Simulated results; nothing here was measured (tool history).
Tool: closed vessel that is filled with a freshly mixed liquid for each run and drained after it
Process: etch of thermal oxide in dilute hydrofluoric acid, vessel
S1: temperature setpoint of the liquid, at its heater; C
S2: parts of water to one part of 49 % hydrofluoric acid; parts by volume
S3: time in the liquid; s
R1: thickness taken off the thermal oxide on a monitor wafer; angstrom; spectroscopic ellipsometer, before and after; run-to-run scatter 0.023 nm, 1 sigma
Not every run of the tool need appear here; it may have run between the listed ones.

| run | day | S1 | S2 | S3 | R1 |
|---|---|---|---|---|---|
| 1 | 0.000 | 21.0 | 70 | 220 | 122.960 |
| 2 | 0.183 | 22.5 | 70 | 220 | 130.570 |
| 3 | 0.492 | 21.5 | 75 | 220 | 116.130 |
| 4 | 0.629 | 21.5 | 75 | 220 | 116.220 |
| 5 | 0.896 | 21.5 | 100 | 220 | 84.563 |
| 6 | 0.942 | 21.5 | 100 | 220 | 84.861 |
| 7 | 1.304 | 21.0 | 100 | 220 | 83.024 |

Run 8, settings as shown, results not yet in. Your forecast:
| 8 | 1.421 | 20.5 | 100 | 220 | ? |

{"run 8": {"R1": 81.041}}

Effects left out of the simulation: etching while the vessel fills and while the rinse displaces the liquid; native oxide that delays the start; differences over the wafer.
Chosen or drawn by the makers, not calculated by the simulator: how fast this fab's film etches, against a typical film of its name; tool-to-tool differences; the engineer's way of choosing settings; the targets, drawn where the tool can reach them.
